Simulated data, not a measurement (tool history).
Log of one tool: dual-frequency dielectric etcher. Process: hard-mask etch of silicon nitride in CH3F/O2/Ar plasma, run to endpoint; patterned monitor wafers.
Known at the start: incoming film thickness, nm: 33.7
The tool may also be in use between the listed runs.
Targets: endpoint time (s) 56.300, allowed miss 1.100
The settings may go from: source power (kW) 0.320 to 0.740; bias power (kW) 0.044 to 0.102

{"run": 1, "day": 0.0, "source power (kW)": 0.53, "bias power (kW)": 0.073, "endpoint time (s)": 47.564}
{"run": 2, "day": 0.217, "source power (kW)": 0.49, "bias power (kW)": 0.071, "endpoint time (s)": 50.117}
{"run": 3, "day": 0.583, "source power (kW)": 0.43, "bias power (kW)": 0.071, "endpoint time (s)": 54.432}
{"run": 4, "day": 0.862, "source power (kW)": 0.43, "bias power (kW)": 0.061, "endpoint time (s)": 57.662}
{"run": 5, "day": 1.171, "source power (kW)": 0.43, "bias power (kW)": 0.054, "endpoint time (s)": 60.106}
{"run": 6, "day": 1.271, "source power (kW)": 0.43, "bias power (kW)": 0.044, "endpoint time (s)": 64.102}
{"run": 7, "day": 1.3, "source power (kW)": 0.46, "bias power (kW)": 0.044, "endpoint time (s)": 61.815}
{"run": 8, "day": 1.379, "source power (kW)": 0.56, "bias power (kW)": 0.046, "endpoint time (s)": 53.843}
{"run": 9, "day": 1.45, "source power (kW)": 0.55, "bias power (kW)": 0.046, "endpoint time (s)": 54.681}
{"run": 10, "day": 1.746, "source power (kW)": 0.55, "bias power (kW)": 0.046, "endpoint time (s)": 54.079}
{"run": 11, "day": 1.975, "source power (kW)": 0.54, "bias power (kW)": 0.046, "endpoint time (s)": 55.102}

4 next moves are on the table. One of them brings every result within its allowed miss. Which?
{"run": "A", "day": 2.204, "source power (kW)": 0.51, "bias power (kW)": 0.048, "endpoint time (s)": "?"}
{"run": "B", "day": 2.204, "source power (kW)": 0.58, "bias power (kW)": 0.044, "endpoint time (s)": "?"}
{"run": "C", "day": 2.204, "source power (kW)": 0.53, "bias power (kW)": 0.052, "endpoint time (s)": "?"}
{"run": "D", "day": 2.204, "source power (kW)": 0.57, "bias power (kW)": 0.044, "endpoint time (s)": "?"}

move=A endpoint_time_(s)=56.352
move=B endpoint_time_(s)=53.673
move=C endpoint_time_(s)=53.572
move=D endpoint_time_(s)=54.225
A: meets every target
B: further off than the last run
C: further off than the last run
D: further off than the last run
Move A is the one to make.
